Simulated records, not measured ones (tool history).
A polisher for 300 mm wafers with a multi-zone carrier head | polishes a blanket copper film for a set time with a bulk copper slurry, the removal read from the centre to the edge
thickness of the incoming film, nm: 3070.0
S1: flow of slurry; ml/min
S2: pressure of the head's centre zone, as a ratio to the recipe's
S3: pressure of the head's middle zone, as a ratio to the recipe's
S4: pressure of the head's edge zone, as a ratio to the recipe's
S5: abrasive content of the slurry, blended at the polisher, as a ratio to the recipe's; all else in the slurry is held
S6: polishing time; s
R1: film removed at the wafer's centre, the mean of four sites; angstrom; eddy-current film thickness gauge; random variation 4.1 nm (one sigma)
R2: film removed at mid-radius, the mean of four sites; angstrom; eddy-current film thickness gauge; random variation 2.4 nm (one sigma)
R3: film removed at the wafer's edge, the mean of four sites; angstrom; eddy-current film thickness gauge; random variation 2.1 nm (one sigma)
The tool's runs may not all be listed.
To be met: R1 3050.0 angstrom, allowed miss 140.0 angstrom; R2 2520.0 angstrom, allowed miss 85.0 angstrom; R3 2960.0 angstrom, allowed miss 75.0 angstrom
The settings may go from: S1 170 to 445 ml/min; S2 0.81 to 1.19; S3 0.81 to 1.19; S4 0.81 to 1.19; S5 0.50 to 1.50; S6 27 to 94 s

run  hour   S1    S2    S3    S4    S5  S6      R1      R2      R3
  1   0.0  285  1.00  1.00  1.00  1.00  60  3526.3  3858.5  3839.8
  2   5.9  285  1.00  1.00  1.08  1.00  60  3567.2  3930.2  4060.4
  3  10.3  280  1.02  0.97  1.06  0.90  59  3575.9  3670.7  3774.9
  4  14.9  270  1.02  0.94  1.08  0.85  57  3392.7  3401.6  3701.8
     21.5  -- centre zone pressure recalibrated
  5  21.5  270  1.02  0.94  1.08  0.70  57  3483.1  3239.3  3609.5
  6  23.5  270  1.02  1.02  1.08  0.70  57  3509.1  3561.8  3658.0
  7  25.7  265  1.01  0.99  1.06  0.65  57  3432.0  3349.5  3555.4
  8  28.3  260  1.00  0.96  1.03  0.65  57  3460.6  3319.6  3439.3
  9  33.0  260  1.00  0.94  1.03  0.65  56  3285.0  3205.9  3426.4
 10  35.5  260  1.00  0.94  1.03  0.65  56  3343.1  3224.7  3412.0
 11  41.7  260  1.00  0.92  1.03  0.65  55  3311.9  3119.0  3353.3
 12  42.8  260  1.00  0.90  1.03  0.65  54  3241.5  3001.0  3317.6
 13  45.2  230  1.04  0.81  0.94  0.50  51  3097.6  2493.4  2831.9

Which of these 5 next moves meets every target?
  A  47.6  170  1.14  0.85  0.85  0.50  50   ?   ?   ?
  B  47.6  265  1.02  0.84  0.91  0.55  50   ?   ?   ?
  C  47.6  240  1.09  0.83  0.92  0.50  47   ?   ?   ?
  D  47.6  300  1.03  0.81  0.97  0.50  51   ?   ?   ?
  E  47.6  245  1.04  0.81  1.13  0.50  50   ?   ?   ?

move      R1      R2      R3
   A  3222.2  2446.7  2653.6
   B  3041.9  2521.2  2824.0
   C  2980.5  2306.0  2626.3
   D  3121.6  2488.0  2950.9
   E  3044.1  2407.9  3081.6
A: further off than the last run
B: further off than the last run
C: further off than the last run
D: meets every target
E: takes the result that was furthest off past its target
Answer: D
